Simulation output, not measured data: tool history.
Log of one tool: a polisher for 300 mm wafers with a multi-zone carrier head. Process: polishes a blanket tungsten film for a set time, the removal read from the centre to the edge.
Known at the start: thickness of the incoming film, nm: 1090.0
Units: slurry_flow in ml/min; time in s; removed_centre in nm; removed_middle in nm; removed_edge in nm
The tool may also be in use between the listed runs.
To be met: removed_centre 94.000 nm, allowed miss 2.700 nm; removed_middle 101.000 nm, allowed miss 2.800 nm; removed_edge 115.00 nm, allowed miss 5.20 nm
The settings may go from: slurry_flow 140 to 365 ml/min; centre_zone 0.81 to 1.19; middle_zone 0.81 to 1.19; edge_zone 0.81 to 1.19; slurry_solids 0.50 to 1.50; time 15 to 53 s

run,hour,slurry_flow,centre_zone,middle_zone,edge_zone,slurry_solids,time,removed_centre,removed_middle,removed_edge
1,0.0,235,1.00,1.00,1.00,1.00,34,153.470,155.870,163.62
2,1.1,210,1.00,1.00,1.00,1.00,34,153.290,152.610,162.05
3,5.4,210,0.96,0.97,0.99,0.85,32,132.130,134.470,145.28
4,9.9,210,0.96,0.97,0.93,0.85,32,133.060,134.940,139.97
5,10.6,210,0.96,0.97,1.00,0.85,32,130.840,134.450,146.36
6,17.8,205,0.93,0.94,0.98,0.75,31,119.670,123.760,137.61
7,22.2,180,0.83,0.85,0.88,0.50,28,84.239,89.447,104.10
8,30.8,205,0.84,0.86,0.90,0.50,28,89.933,92.485,107.28
9,33.6,215,0.84,0.87,0.92,0.50,28,90.668,94.063,105.53
10,35.1,210,0.85,0.88,0.94,0.55,28,92.491,99.032,112.45
11,39.5,210,0.85,0.88,0.95,0.55,28,91.225,98.458,111.05

Which of these 4 next moves meets every target?
A,43.9,260,0.92,0.95,0.84,0.50,27,?,?,?
B,43.9,230,0.89,0.86,0.87,0.55,27,?,?,?
C,43.9,230,0.93,0.91,0.86,0.65,26,?,?,?
D,43.9,190,0.83,0.86,0.88,0.85,27,?,?,?

move,removed_centre,removed_middle,removed_edge
A,97.552,101.180,105.57
B,94.792,93.823,108.55
C,99.359,98.549,108.19
D,95.007,101.250,118.62
A: takes the result that was furthest off past its target
B: brings the result that was furthest off to its target, and leaves another outside
C: takes the result that was furthest off past its target
D: meets every target
The right move is D.
